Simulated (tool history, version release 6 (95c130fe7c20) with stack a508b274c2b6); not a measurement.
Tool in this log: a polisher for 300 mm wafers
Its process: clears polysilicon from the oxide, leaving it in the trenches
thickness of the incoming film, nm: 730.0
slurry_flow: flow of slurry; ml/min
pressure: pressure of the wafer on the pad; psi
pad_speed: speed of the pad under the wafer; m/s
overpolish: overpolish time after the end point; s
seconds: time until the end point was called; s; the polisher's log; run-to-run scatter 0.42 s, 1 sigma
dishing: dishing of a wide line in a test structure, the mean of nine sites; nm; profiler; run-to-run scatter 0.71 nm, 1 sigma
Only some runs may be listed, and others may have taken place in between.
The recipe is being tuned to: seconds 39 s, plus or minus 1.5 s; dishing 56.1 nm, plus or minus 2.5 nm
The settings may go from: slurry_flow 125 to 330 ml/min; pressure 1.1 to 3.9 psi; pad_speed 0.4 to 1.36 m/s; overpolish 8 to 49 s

run 1 day=0 | slurry_flow=210 pressure=2.5 pad_speed=0.88 overpolish=25 | seconds=67.045 dishing=60.313
run 2 day=0.338 | slurry_flow=255 pressure=2.5 pad_speed=0.88 overpolish=25 | seconds=64.6 dishing=60.592
run 3 day=0.383 | slurry_flow=255 pressure=1.9 pad_speed=0.88 overpolish=25 | seconds=83.413 dishing=57.366
run 4 day=0.571 | slurry_flow=275 pressure=2.1 pad_speed=0.98 overpolish=21 | seconds=68.554 dishing=59.204
-- day=0.692 slurry nozzle cleaned
run 5 day=0.692 | slurry_flow=260 pressure=2.3 pad_speed=1.06 overpolish=18 | seconds=54.351 dishing=59.131
run 6 day=1.025 | slurry_flow=260 pressure=2.3 pad_speed=0.96 overpolish=18 | seconds=59.756 dishing=58.209
run 7 day=1.25 | slurry_flow=250 pressure=2.5 pad_speed=0.96 overpolish=15 | seconds=55.397 dishing=57.665
run 8 day=1.425 | slurry_flow=240 pressure=2.7 pad_speed=0.96 overpolish=13 | seconds=51.699 dishing=59.165
run 9 day=1.583 | slurry_flow=260 pressure=2.7 pad_speed=1 overpolish=12 | seconds=48.904 dishing=57.083
run 10 day=1.621 | slurry_flow=265 pressure=2.8 pad_speed=1 overpolish=11 | seconds=48.121 dishing=57.457

Which of these 5 next moves meets every target?
run A day=1.658 | slurry_flow=270 pressure=3.4 pad_speed=1.14 overpolish=8 | seconds=? dishing=?
run B day=1.658 | slurry_flow=240 pressure=2.5 pad_speed=0.92 overpolish=16 | seconds=? dishing=?
run C day=1.658 | slurry_flow=295 pressure=3.1 pad_speed=1.1 overpolish=8 | seconds=? dishing=?
run D day=1.658 | slurry_flow=200 pressure=2.3 pad_speed=1.14 overpolish=16 | seconds=? dishing=?
run E day=1.658 | slurry_flow=260 pressure=3.4 pad_speed=1.18 overpolish=8 | seconds=? dishing=?

move=A seconds=34.896 dishing=56.985
move=B seconds=56.938 dishing=58.625
move=C seconds=39.003 dishing=55.773
move=D seconds=52.994 dishing=59.04
move=E seconds=34.035 dishing=57.226
A: moves the result that the last run missed by most past its target, out the other side
B: its largest miss is bigger than the last run's
C: meets every target
D: its largest miss is bigger than the last run's
E: moves the result that the last run missed by most past its target, out the other side
Move C is the one to make.
